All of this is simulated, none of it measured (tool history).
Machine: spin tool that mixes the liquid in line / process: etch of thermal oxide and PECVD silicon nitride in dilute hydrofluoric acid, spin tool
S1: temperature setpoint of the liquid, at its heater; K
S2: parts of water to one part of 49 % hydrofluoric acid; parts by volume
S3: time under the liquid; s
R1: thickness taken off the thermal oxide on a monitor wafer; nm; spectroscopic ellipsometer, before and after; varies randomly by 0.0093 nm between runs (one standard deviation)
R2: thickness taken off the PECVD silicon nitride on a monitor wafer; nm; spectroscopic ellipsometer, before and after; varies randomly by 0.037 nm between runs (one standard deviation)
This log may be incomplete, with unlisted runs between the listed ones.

run	hour	S1	S2	S3	R1	R2
1	0.0	298.15	145	180	5.6702	9.2514
2	6.0	298.15	160	180	5.0846	8.3002
3	10.8	298.15	195	180	3.9978	6.9914
4	12.0	298.15	195	140	3.1111	5.3890
5	14.2	295.15	195	140	2.7804	4.4358
6	22.5	297.15	195	140	3.0200	5.1272
7	29.0	297.15	200	140	2.9112	4.9184
8	32.9	297.15	200	140	2.8983	4.8927
9	37.7	297.15	205	140	2.8071	4.7844

For run 10, what comes out?
10	43.5	297.15	210	140	?	?

Run 10 came out at R1 2.7349 nm, R2 4.6551 nm.

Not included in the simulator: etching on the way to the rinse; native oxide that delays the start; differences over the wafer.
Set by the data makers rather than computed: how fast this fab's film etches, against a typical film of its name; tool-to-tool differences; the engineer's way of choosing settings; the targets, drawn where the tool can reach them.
